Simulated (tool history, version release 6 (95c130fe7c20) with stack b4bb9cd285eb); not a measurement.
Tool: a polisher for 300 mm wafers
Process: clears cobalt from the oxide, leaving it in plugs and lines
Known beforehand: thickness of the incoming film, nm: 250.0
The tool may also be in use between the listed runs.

run  hour  flow of slurry (ml/min)  pressure of the wafer on the pad (kPa)  speed of the pad under the wafer (m/s)  overpolish time after the end point (s)  time until the end point was called (s)  dishing of a wide line in a test structure (nm)
  1   0.0                      275                                    17.2                                    1.20                                       16                                   35.905                                           48.950
  2   2.2                      275                                    17.9                                    1.20                                       16                                   33.563                                           49.132
  3   8.9                      230                                    17.9                                    1.20                                       16                                   34.399                                           48.161
  4  16.5                      230                                    18.6                                    1.20                                       16                                   33.571                                           49.848
  5  23.9                      230                                    19.3                                    1.20                                       16                                   32.381                                           51.204
  6  32.0                      230                                    20.0                                    1.20                                       16                                   31.834                                           47.897

For run 7, what comes out?
  7  35.6                      230                                    20.7                                    1.20                                       17                                        ?                                                ?

time until the end point was called (s): 30.190
dishing of a wide line in a test structure (nm): 52.026
